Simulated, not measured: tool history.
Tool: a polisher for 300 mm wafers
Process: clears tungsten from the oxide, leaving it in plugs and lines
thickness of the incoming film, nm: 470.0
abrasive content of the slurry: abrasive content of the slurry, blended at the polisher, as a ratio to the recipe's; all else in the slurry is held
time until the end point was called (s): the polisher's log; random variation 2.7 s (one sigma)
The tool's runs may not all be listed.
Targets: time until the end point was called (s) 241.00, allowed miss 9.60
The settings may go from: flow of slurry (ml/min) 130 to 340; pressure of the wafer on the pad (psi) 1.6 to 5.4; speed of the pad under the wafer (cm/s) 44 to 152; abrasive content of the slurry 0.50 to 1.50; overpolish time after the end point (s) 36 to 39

| run | hour | flow of slurry (ml/min) | pressure of the wafer on the pad (psi) | speed of the pad under the wafer (cm/s) | abrasive content of the slurry | overpolish time after the end point (s) | time until the end point was called (s) |
|---|---|---|---|---|---|---|---|
| 1 | 0.0 | 220 | 3.5 | 98 | 1.00 | 36 | 107.44 |
| 2 | 0.8 | 220 | 3.1 | 94 | 1.00 | 36 | 126.46 |
| 3 | 4.5 | 220 | 2.8 | 90 | 1.00 | 36 | 143.55 |
| 4 | 6.7 | 220 | 2.6 | 88 | 1.00 | 36 | 157.86 |
| 5 | 12.3 | 220 | 2.6 | 80 | 1.00 | 36 | 165.19 |
| 6 | 15.7 | 220 | 2.6 | 80 | 0.90 | 36 | 169.89 |
| 7 | 22.5 | 220 | 2.4 | 80 | 0.90 | 36 | 186.54 |
| 8 | 25.1 | 220 | 2.3 | 80 | 0.90 | 36 | 192.21 |
| 9 | 28.6 | 220 | 2.3 | 80 | 0.90 | 36 | 191.16 |
| 10 | 33.0 | 220 | 2.2 | 80 | 0.90 | 36 | 203.89 |
| 11 | 36.0 | 220 | 2.1 | 80 | 0.90 | 36 | 213.39 |
| 12 | 39.7 | 220 | 2.0 | 80 | 0.90 | 36 | 218.12 |

4 next moves are on the table. One of them brings every result within its allowed miss. Which?
| A | 43.4 | 220 | 1.9 | 76 | 0.90 | 36 | ? |
| B | 43.4 | 225 | 1.8 | 68 | 1.00 | 36 | ? |
| C | 43.4 | 230 | 1.9 | 90 | 0.90 | 36 | ? |
| D | 43.4 | 195 | 1.9 | 88 | 0.95 | 39 | ? |

| move | time until the end point was called (s) |
|---|---|
| A | 239.70 |
| B | 266.99 |
| C | 209.42 |
| D | 213.98 |
A: meets every target
B: takes the result that was furthest off past its target
C: further off than the last run
D: further off than the last run
Move A is the one to make.
